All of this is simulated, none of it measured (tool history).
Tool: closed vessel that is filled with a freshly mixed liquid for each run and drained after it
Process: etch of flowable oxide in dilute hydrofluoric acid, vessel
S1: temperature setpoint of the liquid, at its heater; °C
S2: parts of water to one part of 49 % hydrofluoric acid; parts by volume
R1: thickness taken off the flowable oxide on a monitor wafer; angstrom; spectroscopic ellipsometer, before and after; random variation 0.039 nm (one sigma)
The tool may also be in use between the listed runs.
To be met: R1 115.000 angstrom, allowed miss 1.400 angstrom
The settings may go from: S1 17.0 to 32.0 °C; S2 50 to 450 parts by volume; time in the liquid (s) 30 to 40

run 1 hour=0.0 | S1=24.0 S2=250 time_in_the_liquid_(s)=40 | R1=73.641
run 2 hour=4.5 | S1=26.5 S2=240 time_in_the_liquid_(s)=40 | R1=84.478
run 3 hour=7.4 | S1=28.5 S2=230 time_in_the_liquid_(s)=40 | R1=95.714
run 4 hour=15.2 | S1=31.0 S2=230 time_in_the_liquid_(s)=40 | R1=104.120
-- hour=19.4 hydrofluoric acid flow meter replaced
run 5 hour=19.4 | S1=32.0 S2=230 time_in_the_liquid_(s)=40 | R1=99.093
run 6 hour=22.6 | S1=32.0 S2=220 time_in_the_liquid_(s)=40 | R1=105.330
run 7 hour=26.4 | S1=32.0 S2=220 time_in_the_liquid_(s)=40 | R1=105.110
run 8 hour=30.0 | S1=32.0 S2=215 time_in_the_liquid_(s)=40 | R1=108.460
run 9 hour=38.8 | S1=32.0 S2=215 time_in_the_liquid_(s)=40 | R1=107.940
run 10 hour=45.2 | S1=32.0 S2=210 time_in_the_liquid_(s)=40 | R1=111.640

Which of these 4 next moves meets every target?
run A hour=51.6 | S1=31.0 S2=200 time_in_the_liquid_(s)=40 | R1=?
run B hour=51.6 | S1=31.0 S2=210 time_in_the_liquid_(s)=40 | R1=?
run C hour=51.6 | S1=30.0 S2=205 time_in_the_liquid_(s)=40 | R1=?
run D hour=51.6 | S1=30.5 S2=200 time_in_the_liquid_(s)=40 | R1=?

move=A R1=114.510
move=B R1=107.710
move=C R1=107.280
move=D R1=112.560
A: meets every target
B: further off than the last run
C: further off than the last run
D: nearer than the last run, and not there yet
Answer: A
